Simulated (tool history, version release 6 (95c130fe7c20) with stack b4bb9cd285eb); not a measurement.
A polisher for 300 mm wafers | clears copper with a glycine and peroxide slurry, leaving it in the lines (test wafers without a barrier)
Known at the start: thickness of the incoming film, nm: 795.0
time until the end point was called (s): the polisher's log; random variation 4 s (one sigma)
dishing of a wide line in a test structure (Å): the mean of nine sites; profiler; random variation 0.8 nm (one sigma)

| run | hour | flow of slurry (ml/min) | pressure of the wafer on the pad (kPa) | speed of the pad under the wafer (m/s) | overpolish time after the end point (s) | time until the end point was called (s) | dishing of a wide line in a test structure (Å) |
|---|---|---|---|---|---|---|---|
| 1 | 0.0 | 315 | 23.4 | 0.80 | 29 | 167.05 | 629.21 |
| 2 | 5.6 | 315 | 22.1 | 0.80 | 30 | 178.74 | 603.30 |
| 3 | 6.5 | 315 | 20.7 | 0.80 | 31 | 184.83 | 593.81 |
| 4 | 12.7 | 315 | 20.0 | 0.78 | 33 | 195.82 | 619.35 |
| 5 | 20.2 | 315 | 19.3 | 0.78 | 33 | 197.82 | 611.76 |
| 6 | 27.3 | 315 | 18.6 | 0.78 | 33 | 201.91 | 593.28 |

Run 7 comes next. What will it give?
| 7 | 32.7 | 315 | 17.9 | 0.78 | 34 | ? | ? |

Run 7 gave time until the end point was called (s) 212.56, dishing of a wide line in a test structure (Å) 603.35.
